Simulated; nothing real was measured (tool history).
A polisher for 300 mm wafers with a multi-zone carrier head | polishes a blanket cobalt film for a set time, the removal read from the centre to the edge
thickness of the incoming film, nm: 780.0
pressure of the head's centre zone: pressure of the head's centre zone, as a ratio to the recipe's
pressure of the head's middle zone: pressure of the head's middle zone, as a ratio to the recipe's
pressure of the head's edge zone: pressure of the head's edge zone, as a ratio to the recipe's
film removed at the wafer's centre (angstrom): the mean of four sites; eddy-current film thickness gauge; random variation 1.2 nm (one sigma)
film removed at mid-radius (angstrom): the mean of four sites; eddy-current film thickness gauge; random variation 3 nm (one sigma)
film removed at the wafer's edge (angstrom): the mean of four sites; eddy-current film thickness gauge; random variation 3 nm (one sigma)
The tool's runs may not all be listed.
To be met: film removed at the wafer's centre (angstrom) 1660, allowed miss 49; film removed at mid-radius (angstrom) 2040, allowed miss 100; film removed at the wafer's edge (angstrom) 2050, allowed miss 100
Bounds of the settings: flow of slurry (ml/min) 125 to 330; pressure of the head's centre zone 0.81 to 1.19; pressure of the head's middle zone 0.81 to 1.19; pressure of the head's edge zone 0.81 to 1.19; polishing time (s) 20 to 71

| run | hour | flow of slurry (ml/min) | pressure of the head's centre zone | pressure of the head's middle zone | pressure of the head's edge zone | polishing time (s) | film removed at the wafer's centre (angstrom) | film removed at mid-radius (angstrom) | film removed at the wafer's edge (angstrom) |
|---|---|---|---|---|---|---|---|---|---|
| 1 | 0 | 210 | 1 | 1 | 1 | 45 | 2515.1 | 2775.3 | 2825.1 |
| 2 | 6.8 | 210 | 1 | 1 | 0.92 | 45 | 2511.8 | 2789.7 | 2630.1 |
| 3 | 12.8 | 200 | 0.95 | 0.97 | 0.91 | 42 | 2171 | 2504.5 | 2480.8 |
| 4 | 15.2 | 195 | 0.93 | 0.96 | 0.89 | 40 | 2036.2 | 2401.4 | 2313.8 |
| 5 | 17.9 | 190 | 0.9 | 0.93 | 0.87 | 39 | 1938.6 | 2299 | 2212.8 |
| 6 | 20.3 | 190 | 0.94 | 0.93 | 0.87 | 39 | 1999.6 | 2276.2 | 2272 |
| 7 | 24.1 | 185 | 0.91 | 0.91 | 0.86 | 38 | 1883 | 2153.7 | 2130.9 |
| 8 | 25.9 | 150 | 0.81 | 0.9 | 0.92 | 37 | 1576.1 | 2006.2 | 2106.6 |

Which of these 4 next moves meets every target?
| A | 27.7 | 195 | 0.84 | 0.91 | 0.85 | 36 | ? | ? | ? |
| B | 27.7 | 145 | 0.81 | 0.82 | 1 | 38 | ? | ? | ? |
| C | 27.7 | 165 | 0.81 | 0.93 | 1.05 | 34 | ? | ? | ? |
| D | 27.7 | 130 | 0.81 | 0.93 | 0.83 | 37 | ? | ? | ? |

| move | film removed at the wafer's centre (angstrom) | film removed at mid-radius (angstrom) | film removed at the wafer's edge (angstrom) |
|---|---|---|---|
| A | 1662.9 | 2042.3 | 2050.5 |
| B | 1605.1 | 1919.3 | 2259.5 |
| C | 1472.2 | 1910.2 | 2100.1 |
| D | 1529.1 | 1995.6 | 1987.8 |
A: meets every target
B: further off than the last run
C: further off than the last run
D: further off than the last run
Move A is the one to make.
